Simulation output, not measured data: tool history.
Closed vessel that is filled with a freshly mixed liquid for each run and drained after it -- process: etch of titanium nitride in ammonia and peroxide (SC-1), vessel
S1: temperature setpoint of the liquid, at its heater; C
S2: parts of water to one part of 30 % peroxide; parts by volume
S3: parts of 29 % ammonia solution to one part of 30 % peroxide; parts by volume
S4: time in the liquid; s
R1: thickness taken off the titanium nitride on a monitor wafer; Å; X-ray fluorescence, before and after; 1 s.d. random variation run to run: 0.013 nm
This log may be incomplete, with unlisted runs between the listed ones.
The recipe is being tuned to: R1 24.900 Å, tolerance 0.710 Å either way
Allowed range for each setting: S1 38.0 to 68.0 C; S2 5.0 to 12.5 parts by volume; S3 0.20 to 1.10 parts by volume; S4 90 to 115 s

| run | hour | S1 | S2 | S3 | S4 | R1 |
|---|---|---|---|---|---|---|
| 1 | 0.0 | 52.0 | 7.0 | 0.60 | 115 | 60.336 |
| 2 | 4.2 | 52.0 | 7.0 | 0.60 | 115 | 59.492 |
| 3 | 7.5 | 45.0 | 7.0 | 0.60 | 115 | 36.520 |
| 4 | 15.1 | 44.0 | 7.0 | 0.60 | 115 | 33.922 |
| 5 | 17.8 | 43.0 | 7.0 | 0.60 | 115 | 31.413 |
| 6 | 25.6 | 43.0 | 7.0 | 0.75 | 115 | 32.659 |
| 7 | 30.2 | 42.0 | 7.0 | 0.75 | 115 | 30.742 |
| 8 | 32.7 | 41.5 | 7.0 | 0.75 | 115 | 29.543 |
| 9 | 36.4 | 41.0 | 7.0 | 0.75 | 115 | 28.091 |
| 10 | 44.4 | 41.0 | 7.0 | 0.75 | 115 | 28.309 |
| 11 | 50.5 | 40.5 | 7.0 | 0.75 | 115 | 27.185 |
| 12 | 56.7 | 40.0 | 7.0 | 0.75 | 115 | 26.146 |

Which of these 4 next moves meets every target?
| A | 62.9 | 43.0 | 8.0 | 0.70 | 100 | ? |
| B | 62.9 | 41.5 | 7.5 | 0.90 | 110 | ? |
| C | 62.9 | 40.5 | 7.0 | 0.80 | 115 | ? |
| D | 62.9 | 40.0 | 7.5 | 0.65 | 115 | ? |

| move | R1 |
|---|---|
| A | 26.094 |
| B | 27.562 |
| C | 27.199 |
| D | 24.562 |
A: neither nearer nor further off than the last run
B: misses by more than the last run did
C: misses by more than the last run did
D: in spec on every target
The right move is D.

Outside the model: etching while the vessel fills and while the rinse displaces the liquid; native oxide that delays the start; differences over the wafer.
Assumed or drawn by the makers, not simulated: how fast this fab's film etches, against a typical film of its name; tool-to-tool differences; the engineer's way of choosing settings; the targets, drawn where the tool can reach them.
